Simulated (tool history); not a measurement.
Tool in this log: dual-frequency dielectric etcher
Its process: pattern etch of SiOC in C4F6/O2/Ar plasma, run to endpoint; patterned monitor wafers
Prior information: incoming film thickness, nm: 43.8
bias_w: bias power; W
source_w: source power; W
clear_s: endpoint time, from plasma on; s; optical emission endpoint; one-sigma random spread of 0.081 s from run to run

run	hour	bias_w	source_w	clear_s
1	0.0	515	260	16.726
2	6.8	568	270	15.513
3	13.5	597	270	15.078
4	17.2	619	270	14.723
5	22.1	532	270	15.979
6	25.6	532	230	17.015
7	28.2	584	240	15.812
8	33.7	618	240	15.333
# hour 41.1: wet clean of the chamber
9	41.1	644	240	14.352
10	43.8	651	240	14.490
11	50.4	661	240	14.359

Forecast run 12:
12	55.4	661	240	?

{"run 12": {"clear_s": 14.399}}
